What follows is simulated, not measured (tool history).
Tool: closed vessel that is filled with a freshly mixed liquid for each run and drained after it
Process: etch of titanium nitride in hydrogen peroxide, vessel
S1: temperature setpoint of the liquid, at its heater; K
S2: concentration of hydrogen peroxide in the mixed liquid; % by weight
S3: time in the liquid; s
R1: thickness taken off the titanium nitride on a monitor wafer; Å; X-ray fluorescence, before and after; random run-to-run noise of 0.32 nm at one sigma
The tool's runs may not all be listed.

run  hour      S1    S2    S3      R1
  1   0.0  317.15  17.5  2810  571.24
  2   6.7  315.15  17.5  2810  489.84
  3  16.1  314.15  17.5  2810  456.97
  4  21.8  313.15  17.5  2810  422.10
  5  30.8  313.15  16.0  2810  416.44
  6  40.1  309.65  16.0  2810  318.82

Run 7 has not been measured yet. What should we expect?
  7  47.9  310.15  16.0  2810   ?

R1: 331.36 Å

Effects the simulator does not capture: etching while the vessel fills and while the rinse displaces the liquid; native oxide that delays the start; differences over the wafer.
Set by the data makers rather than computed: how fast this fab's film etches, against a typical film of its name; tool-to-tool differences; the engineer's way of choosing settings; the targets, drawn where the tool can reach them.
